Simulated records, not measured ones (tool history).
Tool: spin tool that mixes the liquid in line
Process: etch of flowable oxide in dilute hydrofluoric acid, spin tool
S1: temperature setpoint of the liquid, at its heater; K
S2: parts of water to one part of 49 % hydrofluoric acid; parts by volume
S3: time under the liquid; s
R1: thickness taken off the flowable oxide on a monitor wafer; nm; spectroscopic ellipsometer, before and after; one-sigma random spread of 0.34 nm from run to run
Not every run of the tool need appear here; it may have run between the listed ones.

Run 1, hour 0: S1 294.15 K, S2 160 parts by volume, S3 200 s. Result: R1 23.706 nm.
Run 2, hour 3.1: S1 296.65 K, S2 145 parts by volume, S3 200 s. Result: R1 29.262 nm.
Run 3, hour 4.9: S1 296.65 K, S2 185 parts by volume, S3 200 s. Result: R1 22.224 nm.
Run 4, hour 11.9: S1 296.65 K, S2 185 parts by volume, S3 200 s. Result: R1 22.125 nm.
Run 5, hour 19.7: S1 296.65 K, S2 185 parts by volume, S3 215 s. Result: R1 23.819 nm.
Run 6, hour 22.3: S1 298.15 K, S2 165 parts by volume, S3 215 s. Result: R1 28.686 nm.
Run 7, hour 29.8: S1 299.15 K, S2 145 parts by volume, S3 215 s. Result: R1 34.886 nm.
Run 8, hour 37.6: S1 300.15 K, S2 135 parts by volume, S3 215 s. Result: R1 39.38 nm.

Run 9 comes next. What will it give?
Run 9, hour 44.3: S1 300.65 K, S2 130 parts by volume, S3 215 s. Result: R1 ?.

For run 9 the tool returned R1 41.502 nm.
